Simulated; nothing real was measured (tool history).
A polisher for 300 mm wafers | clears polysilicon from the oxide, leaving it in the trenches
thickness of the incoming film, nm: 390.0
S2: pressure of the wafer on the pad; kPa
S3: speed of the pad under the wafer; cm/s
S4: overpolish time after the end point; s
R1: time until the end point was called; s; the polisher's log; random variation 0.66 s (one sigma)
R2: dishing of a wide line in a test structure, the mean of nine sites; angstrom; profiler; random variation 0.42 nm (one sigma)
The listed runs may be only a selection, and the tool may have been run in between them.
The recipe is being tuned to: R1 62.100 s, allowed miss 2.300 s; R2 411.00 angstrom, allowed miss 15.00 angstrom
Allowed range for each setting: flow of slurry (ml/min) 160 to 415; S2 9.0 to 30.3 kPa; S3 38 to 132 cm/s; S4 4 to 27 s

Run 1, day 0.000: flow of slurry (ml/min) 265, S2 19.3 kPa, S3 84 cm/s, S4 14 s. Result: R1 40.737 s, R2 410.22 angstrom.
Run 2, day 0.142: flow of slurry (ml/min) 265, S2 19.3 kPa, S3 96 cm/s, S4 14 s. Result: R1 36.541 s, R2 425.25 angstrom.
Run 3, day 0.400: flow of slurry (ml/min) 265, S2 15.2 kPa, S3 96 cm/s, S4 14 s. Result: R1 43.145 s, R2 417.49 angstrom.
Run 4, day 0.733: flow of slurry (ml/min) 265, S2 13.8 kPa, S3 94 cm/s, S4 15 s. Result: R1 46.935 s, R2 414.87 angstrom.
Run 5, day 0.975: flow of slurry (ml/min) 265, S2 12.4 kPa, S3 92 cm/s, S4 16 s. Result: R1 51.936 s, R2 414.56 angstrom.
Run 6, day 1.117: flow of slurry (ml/min) 265, S2 11.7 kPa, S3 92 cm/s, S4 16 s. Result: R1 53.160 s, R2 423.76 angstrom.
Run 7, day 1.383: flow of slurry (ml/min) 265, S2 11.0 kPa, S3 92 cm/s, S4 15 s. Result: R1 54.819 s, R2 404.55 angstrom.
Run 8, day 1.417: flow of slurry (ml/min) 265, S2 10.3 kPa, S3 92 cm/s, S4 16 s. Result: R1 57.431 s, R2 411.84 angstrom.

Which one of the following 5 next-run settings gets every result inside its allowed miss? There is exactly one.
Run A, day 1.450: flow of slurry (ml/min) 225, S2 11.0 kPa, S3 92 cm/s, S4 16 s. Result: R1 ?, R2 ?.
Run B, day 1.450: flow of slurry (ml/min) 280, S2 9.0 kPa, S3 84 cm/s, S4 14 s. Result: R1 ?, R2 ?.
Run C, day 1.450: flow of slurry (ml/min) 290, S2 9.7 kPa, S3 78 cm/s, S4 19 s. Result: R1 ?, R2 ?.
Run D, day 1.450: flow of slurry (ml/min) 275, S2 11.7 kPa, S3 78 cm/s, S4 20 s. Result: R1 ?, R2 ?.
Run E, day 1.450: flow of slurry (ml/min) 270, S2 9.0 kPa, S3 84 cm/s, S4 20 s. Result: R1 ?, R2 ?.

move      R1      R2
   A  56.223  404.18
   B  68.393  376.70
   C  70.076  401.02
   D  62.263  410.79
   E  68.610  405.63
A: further off than the last run
B: the result that was furthest off in the last run now lies on the other side of its target
C: the result that was furthest off in the last run now lies on the other side of its target
D: hits every target within its allowed miss
E: the result that was furthest off in the last run now lies on the other side of its target
Answer: D

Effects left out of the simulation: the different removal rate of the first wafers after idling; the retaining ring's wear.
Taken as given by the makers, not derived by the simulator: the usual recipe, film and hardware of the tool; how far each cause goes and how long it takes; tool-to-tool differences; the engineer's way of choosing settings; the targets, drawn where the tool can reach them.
